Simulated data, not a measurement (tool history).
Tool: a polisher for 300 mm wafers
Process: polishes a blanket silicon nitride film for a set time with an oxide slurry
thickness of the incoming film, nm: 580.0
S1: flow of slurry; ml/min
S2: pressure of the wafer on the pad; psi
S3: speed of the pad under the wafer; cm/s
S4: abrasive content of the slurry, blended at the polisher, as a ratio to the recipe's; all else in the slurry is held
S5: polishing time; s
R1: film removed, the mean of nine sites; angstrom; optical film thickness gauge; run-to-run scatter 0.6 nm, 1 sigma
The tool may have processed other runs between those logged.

Run 1, hour 0.0: S1 125 ml/min, S2 3.9 psi, S3 84 cm/s, S4 1.0, S5 45 s. Result: R1 247.57 angstrom.
Run 2, hour 4.7: S1 125 ml/min, S2 4.1 psi, S3 84 cm/s, S4 1.0, S5 45 s. Result: R1 258.39 angstrom.
Run 3, hour 10.2: S1 125 ml/min, S2 4.1 psi, S3 84 cm/s, S4 1.1, S5 45 s. Result: R1 271.56 angstrom.
Run 4, hour 18.9: S1 125 ml/min, S2 4.3 psi, S3 84 cm/s, S4 1.1, S5 45 s. Result: R1 280.31 angstrom.
Run 5, hour 25.9: S1 125 ml/min, S2 4.5 psi, S3 84 cm/s, S4 1.1, S5 45 s. Result: R1 297.99 angstrom.
Run 6, hour 28.0: S1 125 ml/min, S2 4.5 psi, S3 102 cm/s, S4 1.1, S5 45 s. Result: R1 346.65 angstrom.

What will run 7 give?
Run 7, hour 34.3: S1 125 ml/min, S2 4.6 psi, S3 102 cm/s, S4 1.1, S5 45 s. Result: R1 ?.

Run 7 gave R1 348.77 angstrom.
